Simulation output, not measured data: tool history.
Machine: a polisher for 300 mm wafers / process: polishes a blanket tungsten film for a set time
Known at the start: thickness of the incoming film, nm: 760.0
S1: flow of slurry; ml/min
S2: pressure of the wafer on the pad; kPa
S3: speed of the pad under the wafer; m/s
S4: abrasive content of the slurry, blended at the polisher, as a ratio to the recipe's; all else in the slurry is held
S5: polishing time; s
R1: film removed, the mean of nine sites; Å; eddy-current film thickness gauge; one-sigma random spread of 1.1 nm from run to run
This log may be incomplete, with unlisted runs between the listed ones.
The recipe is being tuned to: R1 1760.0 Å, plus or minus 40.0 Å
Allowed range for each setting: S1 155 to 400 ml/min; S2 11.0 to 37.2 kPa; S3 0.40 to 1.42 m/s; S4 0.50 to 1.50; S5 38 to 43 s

run  hour   S1    S2    S3    S4  S5      R1
  1   0.0  255  24.1  0.90  1.00  43  2020.6
  2   1.0  280  24.1  0.90  1.00  43  2020.5
  3   6.7  280  24.1  0.90  1.15  43  2078.8
  4   9.6  280  22.8  0.90  1.15  43  1968.0
  5  10.5  315  22.8  0.90  1.15  43  1981.5
  6  16.5  255  22.8  0.90  1.15  43  1944.0
  7  17.3  250  22.1  0.90  1.15  43  1912.0
  8  24.3  250  21.4  0.90  1.15  43  1832.9

5 candidate next runs follow, results not yet known. Just one meets every target within its allowed miss. Identify it.
  A  31.3  245  22.1  0.90  1.00  39   ?
  B  31.3  240  21.4  1.04  1.15  40   ?
  C  31.3  280  23.4  0.84  1.10  40   ?
  D  31.3  245  22.8  0.80  1.15  41   ?
  E  31.3  300  22.1  0.84  1.30  39   ?

move      R1
   A  1660.5
   B  1939.1
   C  1755.0
   D  1675.7
   E  1687.3
A: the result that was furthest off in the last run now lies on the other side of its target
B: the biggest miss grows against the last run
C: all results land within tolerance of their targets
D: the result that was furthest off in the last run now lies on the other side of its target
E: the result that was furthest off in the last run now lies on the other side of its target
C is the move that brings every result within its allowed miss.

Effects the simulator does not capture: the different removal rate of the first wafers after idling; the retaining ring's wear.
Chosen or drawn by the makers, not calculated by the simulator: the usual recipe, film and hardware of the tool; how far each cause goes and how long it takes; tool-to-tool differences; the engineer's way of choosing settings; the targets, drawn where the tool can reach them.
